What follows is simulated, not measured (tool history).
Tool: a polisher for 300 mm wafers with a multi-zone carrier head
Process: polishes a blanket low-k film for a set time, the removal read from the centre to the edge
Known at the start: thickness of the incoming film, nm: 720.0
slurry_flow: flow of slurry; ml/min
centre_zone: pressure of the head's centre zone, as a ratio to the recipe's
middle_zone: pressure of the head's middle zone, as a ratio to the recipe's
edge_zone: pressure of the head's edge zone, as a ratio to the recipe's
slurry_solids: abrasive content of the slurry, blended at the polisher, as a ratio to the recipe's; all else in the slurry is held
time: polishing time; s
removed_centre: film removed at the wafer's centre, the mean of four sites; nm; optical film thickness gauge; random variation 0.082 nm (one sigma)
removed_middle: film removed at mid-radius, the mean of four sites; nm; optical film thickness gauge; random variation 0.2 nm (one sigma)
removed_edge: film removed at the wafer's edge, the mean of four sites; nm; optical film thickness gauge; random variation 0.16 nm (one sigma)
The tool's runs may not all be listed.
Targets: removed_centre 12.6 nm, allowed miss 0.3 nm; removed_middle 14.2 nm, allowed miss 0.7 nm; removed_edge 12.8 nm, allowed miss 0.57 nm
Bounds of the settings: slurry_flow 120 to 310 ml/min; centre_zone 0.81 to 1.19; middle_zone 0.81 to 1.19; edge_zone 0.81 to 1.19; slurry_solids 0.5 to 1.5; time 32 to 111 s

Run 1, hour 0: slurry_flow 200 ml/min, centre_zone 1, middle_zone 1, edge_zone 1, slurry_solids 1, time 71 s. Result: removed_centre 23.96 nm, removed_middle 23.914 nm, removed_edge 23.442 nm.
Run 2, hour 6.7: slurry_flow 200 ml/min, centre_zone 1, middle_zone 1, edge_zone 1, slurry_solids 1.2, time 71 s. Result: removed_centre 25.461 nm, removed_middle 25.79 nm, removed_edge 25.462 nm.
Run 3, hour 11.5: slurry_flow 200 ml/min, centre_zone 1.04, middle_zone 1, edge_zone 1, slurry_solids 1.2, time 71 s. Result: removed_centre 26.748 nm, removed_middle 25.728 nm, removed_edge 25.778 nm.
Run 4, hour 14.6: slurry_flow 200 ml/min, centre_zone 1.01, middle_zone 1, edge_zone 1, slurry_solids 1.2, time 71 s. Result: removed_centre 25.914 nm, removed_middle 25.637 nm, removed_edge 25.943 nm.
Run 5, hour 17.7: slurry_flow 190 ml/min, centre_zone 0.97, middle_zone 0.99, edge_zone 0.97, slurry_solids 1.05, time 67 s. Result: removed_centre 22.098 nm, removed_middle 23.008 nm, removed_edge 22.735 nm.
Run 6, hour 20.8: slurry_flow 200 ml/min, centre_zone 0.96, middle_zone 1, edge_zone 0.96, slurry_solids 0.9, time 61 s. Result: removed_centre 18.692 nm, removed_middle 19.116 nm, removed_edge 18.923 nm.
Run 7, hour 25.8: slurry_flow 205 ml/min, centre_zone 0.94, middle_zone 1.02, edge_zone 0.94, slurry_solids 0.8, time 59 s. Result: removed_centre 16.789 nm, removed_middle 18.383 nm, removed_edge 17.386 nm.
Run 8, hour 27.3: slurry_flow 210 ml/min, centre_zone 0.93, middle_zone 1.02, edge_zone 0.92, slurry_solids 0.75, time 57 s. Result: removed_centre 15.608 nm, removed_middle 17.523 nm, removed_edge 16.31 nm.
Run 9, hour 33.5: slurry_flow 210 ml/min, centre_zone 0.93, middle_zone 1.02, edge_zone 0.9, slurry_solids 0.7, time 56 s. Result: removed_centre 14.862 nm, removed_middle 16.484 nm, removed_edge 15.288 nm.
Run 10, hour 36.8: slurry_flow 210 ml/min, centre_zone 0.93, middle_zone 1.02, edge_zone 0.88, slurry_solids 0.65, time 56 s. Result: removed_centre 14.262 nm, removed_middle 15.537 nm, removed_edge 14.637 nm.
Run 11, hour 41.5: slurry_flow 205 ml/min, centre_zone 0.93, middle_zone 1.03, edge_zone 0.86, slurry_solids 0.6, time 56 s. Result: removed_centre 13.569 nm, removed_middle 14.994 nm, removed_edge 13.943 nm.
Run 12, hour 48: slurry_flow 195 ml/min, centre_zone 0.93, middle_zone 1.04, edge_zone 0.85, slurry_solids 0.6, time 56 s. Result: removed_centre 13.673 nm, removed_middle 15.598 nm, removed_edge 13.937 nm.
Run 13, hour 56.9: slurry_flow 195 ml/min, centre_zone 0.93, middle_zone 1.04, edge_zone 0.84, slurry_solids 0.6, time 56 s. Result: removed_centre 13.571 nm, removed_middle 15.287 nm, removed_edge 13.687 nm.

Which of these 5 next moves meets every target?
Run A, hour 65.8: slurry_flow 160 ml/min, centre_zone 0.84, middle_zone 0.9, edge_zone 0.89, slurry_solids 0.5, time 65 s. Result: removed_centre ?, removed_middle ?, removed_edge ?.
Run B, hour 65.8: slurry_flow 145 ml/min, centre_zone 0.94, middle_zone 1.08, edge_zone 0.86, slurry_solids 0.95, time 43 s. Result: removed_centre ?, removed_middle ?, removed_edge ?.
Run C, hour 65.8: slurry_flow 210 ml/min, centre_zone 1.01, middle_zone 0.99, edge_zone 0.97, slurry_solids 0.65, time 47 s. Result: removed_centre ?, removed_middle ?, removed_edge ?.
Run D, hour 65.8: slurry_flow 210 ml/min, centre_zone 0.87, middle_zone 1.09, edge_zone 0.87, slurry_solids 0.65, time 50 s. Result: removed_centre ?, removed_middle ?, removed_edge ?.
Run E, hour 65.8: slurry_flow 175 ml/min, centre_zone 1.09, middle_zone 0.99, edge_zone 0.81, slurry_solids 0.65, time 53 s. Result: removed_centre ?, removed_middle ?, removed_edge ?.

move  removed_centre  removed_middle  removed_edge
   A          12.532          13.593        14.409
   B          12.569          13.976        12.759
   C            12.9          12.455        12.712
   D          11.859          14.258        12.844
   E          15.339           13.77        13.015
A: brings the result that was furthest off to its target, and leaves another outside
B: meets every target
C: nearer than the last run, and not there yet
D: takes the result that was furthest off past its target
E: further off than the last run
The right move is B.

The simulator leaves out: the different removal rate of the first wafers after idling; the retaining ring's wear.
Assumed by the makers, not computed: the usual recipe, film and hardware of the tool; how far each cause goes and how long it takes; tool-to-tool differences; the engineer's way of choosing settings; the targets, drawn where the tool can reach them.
